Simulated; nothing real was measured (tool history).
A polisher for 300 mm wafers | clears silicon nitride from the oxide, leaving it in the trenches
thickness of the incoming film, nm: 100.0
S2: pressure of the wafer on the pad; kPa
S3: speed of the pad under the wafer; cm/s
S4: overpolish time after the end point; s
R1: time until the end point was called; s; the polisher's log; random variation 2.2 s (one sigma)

run 1 hour=0 | flow_of_slurry_(ml/min)=125 S2=20.7 S3=84 S4=8 | R1=118.02
run 2 hour=5.3 | flow_of_slurry_(ml/min)=125 S2=20.7 S3=76 S4=8 | R1=127.02
run 3 hour=12 | flow_of_slurry_(ml/min)=125 S2=20.7 S3=92 S4=8 | R1=105.04
run 4 hour=16.9 | flow_of_slurry_(ml/min)=125 S2=20 S3=92 S4=8 | R1=109.3
run 5 hour=24.5 | flow_of_slurry_(ml/min)=125 S2=19.3 S3=92 S4=8 | R1=115.33
run 6 hour=29.9 | flow_of_slurry_(ml/min)=125 S2=22.1 S3=92 S4=8 | R1=98.255
run 7 hour=35.8 | flow_of_slurry_(ml/min)=125 S2=21.4 S3=92 S4=8 | R1=102.72
run 8 hour=44.7 | flow_of_slurry_(ml/min)=125 S2=20.7 S3=92 S4=8 | R1=106.96
run 9 hour=53.4 | flow_of_slurry_(ml/min)=125 S2=20 S3=92 S4=8 | R1=109.62
run 10 hour=61.5 | flow_of_slurry_(ml/min)=125 S2=19.3 S3=92 S4=8 | R1=115.25

The next listed run, before its measurement:
run 11 hour=66 | flow_of_slurry_(ml/min)=125 S2=18.6 S3=92 S4=8 | R1=?

R1: 122.04 s

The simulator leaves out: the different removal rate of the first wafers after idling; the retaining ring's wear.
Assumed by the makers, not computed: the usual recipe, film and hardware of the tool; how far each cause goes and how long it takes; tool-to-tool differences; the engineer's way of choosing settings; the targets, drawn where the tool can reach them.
